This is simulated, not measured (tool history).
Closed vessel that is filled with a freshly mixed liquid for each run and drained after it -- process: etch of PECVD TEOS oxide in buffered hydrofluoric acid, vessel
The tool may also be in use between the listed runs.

run,day,temperature setpoint of the liquid (C),parts of 40 % ammonium fluoride to one part of 49 % hydrofluoric acid (parts by volume),time in the liquid (s),thickness taken off the PECVD TEOS oxide on a monitor wafer (angstrom)
1,0.000,22.0,18.5,90,1189.3
2,0.296,22.0,22.0,90,1003.1
3,0.329,25.0,22.0,90,1179.2
4,0.692,25.0,22.0,90,1171.7
5,0.750,25.0,26.5,90,1038.6
6,0.792,25.0,26.5,100,1156.5
7,1.133,29.0,21.5,100,1665.2
8,1.308,29.0,21.0,100,1701.8
9,1.404,29.0,20.5,100,1754.3
# day 1.683: hydrofluoric acid flow meter replaced
10,1.683,29.5,20.0,100,1637.4
11,2.062,29.5,18.5,100,1772.2

What does the tool deliver on the next run?
12,2.129,29.5,18.0,100,?

Run 12 came out at thickness taken off the PECVD TEOS oxide on a monitor wafer (angstrom) 1822.8.

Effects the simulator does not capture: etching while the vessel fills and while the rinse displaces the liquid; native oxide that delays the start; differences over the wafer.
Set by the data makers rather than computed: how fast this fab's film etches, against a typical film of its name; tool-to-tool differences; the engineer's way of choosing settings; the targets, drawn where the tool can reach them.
